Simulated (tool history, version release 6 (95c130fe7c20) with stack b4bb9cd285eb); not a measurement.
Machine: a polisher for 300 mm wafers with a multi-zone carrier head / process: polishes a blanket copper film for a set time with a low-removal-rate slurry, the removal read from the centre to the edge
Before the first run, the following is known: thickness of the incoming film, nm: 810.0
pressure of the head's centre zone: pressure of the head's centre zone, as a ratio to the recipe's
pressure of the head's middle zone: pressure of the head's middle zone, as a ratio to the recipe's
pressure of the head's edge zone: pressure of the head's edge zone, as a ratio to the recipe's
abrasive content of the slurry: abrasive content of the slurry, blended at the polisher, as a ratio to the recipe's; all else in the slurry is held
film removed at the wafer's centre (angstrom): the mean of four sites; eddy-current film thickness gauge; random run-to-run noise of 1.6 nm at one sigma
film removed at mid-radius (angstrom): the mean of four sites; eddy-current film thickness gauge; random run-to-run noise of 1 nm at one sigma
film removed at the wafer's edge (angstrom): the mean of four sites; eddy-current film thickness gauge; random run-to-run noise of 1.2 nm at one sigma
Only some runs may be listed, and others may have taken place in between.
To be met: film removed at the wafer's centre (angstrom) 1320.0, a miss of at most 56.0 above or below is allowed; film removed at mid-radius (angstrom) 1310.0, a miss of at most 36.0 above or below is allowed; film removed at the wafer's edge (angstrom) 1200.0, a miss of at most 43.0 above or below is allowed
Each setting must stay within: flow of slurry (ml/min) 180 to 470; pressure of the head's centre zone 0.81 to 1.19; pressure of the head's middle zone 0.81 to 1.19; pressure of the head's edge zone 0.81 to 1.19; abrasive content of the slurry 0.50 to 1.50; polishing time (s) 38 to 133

run  hour  flow of slurry (ml/min)  pressure of the head's centre zone  pressure of the head's middle zone  pressure of the head's edge zone  abrasive content of the slurry  polishing time (s)  film removed at the wafer's centre (angstrom)  film removed at mid-radius (angstrom)  film removed at the wafer's edge (angstrom)
  1   0.0                      300                                1.00                                1.00                              1.00                            1.00                  85                                         2098.8                                 2044.8                                       2054.1
  2   8.2                      300                                1.07                                1.00                              1.00                            1.00                  85                                         2283.5                                 2098.3                                       2093.1
  3  15.6                      360                                1.07                                1.00                              1.00                            1.00                  85                                         2337.8                                 2108.8                                       2107.7
  4  18.2                      360                                1.07                                1.00                              1.00                            1.00                 100                                         2672.7                                 2470.1                                       2456.6
  5  26.4                      360                                1.14                                1.00                              1.00                            1.00                 100                                         2883.3                                 2493.3                                       2494.8
  6  32.6                      360                                1.12                                1.00                              0.99                            0.95                  95                                         2741.9                                 2348.6                                       2318.4
  7  33.2                      355                                1.09                                1.00                              0.98                            0.90                  90                                         2412.4                                 2157.0                                       2174.3
  8  36.9                      355                                1.09                                1.00                              0.98                            0.90                  90                                         2414.1                                 2167.8                                       2148.4
  9  37.5                      355                                1.08                                1.00                              0.97                            0.85                  86                                         2240.5                                 2042.6                                       2044.1
 10  38.2                      355                                1.08                                1.01                              0.96                            0.80                  82                                         2115.6                                 1944.1                                       1845.1
 11  40.8                      320                                0.98                                0.91                              0.86                            0.55                  59                                         1222.5                                 1131.6                                       1135.7
 12  47.0                      325                                0.98                                0.92                              0.86                            0.55                  59                                         1224.0                                 1145.7                                       1139.0
 13  55.4                      330                                0.98                                0.93                              0.86                            0.55                  59                                         1234.5                                 1157.2                                       1155.1
 14  60.1                      335                                0.98                                0.94                              0.86                            0.55                  59                                         1244.4                                 1168.2                                       1172.3
 15  65.9                      330                                0.99                                0.96                              0.86                            0.55                  59                                         1257.0                                 1196.7                                       1135.1
 16  66.7                      335                                0.99                                0.97                              0.86                            0.55                  59                                         1260.9                                 1212.9                                       1139.4
 17  67.3                      335                                0.99                                0.97                              0.86                            0.55                  59                                         1261.8                                 1205.3                                       1149.3

4 next moves are on the table. One of them brings every result within its allowed miss. Which?
  A  67.9                      310                                1.00                                1.02                              0.85                            0.60                  60                                              ?                                      ?                                            ?
  B  67.9                      300                                0.92                                1.00                              0.81                            0.70                  63                                              ?                                      ?                                            ?
  C  67.9                      390                                0.99                                0.90                              0.88                            0.60                  60                                              ?                                      ?                                            ?
  D  67.9                      230                                0.88                                1.00                              1.01                            0.50                  67                                              ?                                      ?                                            ?

move  film removed at the wafer's centre (angstrom)  film removed at mid-radius (angstrom)  film removed at the wafer's edge (angstrom)
   A                                         1301.6                                 1303.1                                       1199.0
   B                                         1307.5                                 1401.5                                       1284.5
   C                                         1317.3                                 1198.1                                       1239.7
   D                                         1161.4                                 1306.5                                       1336.3
A: every result within its allowed miss
B: pushes the last run's worst result past its target
C: moves away from the targets compared with the last run
D: the furthest-off result lands on target, but another misses its tolerance
The move that meets every target is A.
